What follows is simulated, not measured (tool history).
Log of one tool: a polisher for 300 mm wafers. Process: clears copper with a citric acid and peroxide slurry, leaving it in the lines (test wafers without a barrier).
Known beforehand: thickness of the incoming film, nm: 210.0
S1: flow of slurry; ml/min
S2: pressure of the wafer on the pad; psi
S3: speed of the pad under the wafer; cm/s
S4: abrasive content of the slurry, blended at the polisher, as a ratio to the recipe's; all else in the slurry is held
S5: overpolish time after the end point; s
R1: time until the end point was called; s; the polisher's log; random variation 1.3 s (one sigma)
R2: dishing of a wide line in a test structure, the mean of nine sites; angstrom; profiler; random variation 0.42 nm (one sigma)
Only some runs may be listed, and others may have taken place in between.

run  hour   S1   S2   S3  S4  S5      R1      R2
  1     0  305  2.5  136   1  22  82.731  368.52
  2   1.8  305    3  136   1  22  69.364  428.37
  3   9.3  305  2.7  136   1  23  79.224   411.8
  4  10.5  305  2.5  136   1  24  83.998  396.49
  5  11.2  350  2.5  136   1  24  81.544  398.62
  6  18.2  350  2.8  136   1  24  73.433  438.96
  7  19.8  350  2.8  136   1  24  75.304  444.44
  8  24.1  350  2.5  136   1  25  83.999  415.43

What does the tool deliver on the next run?
  9  30.7  350  2.3  136   1  25   ?   ?

Run 9 yielded R1 89.548 s, R2 396.8 angstrom.
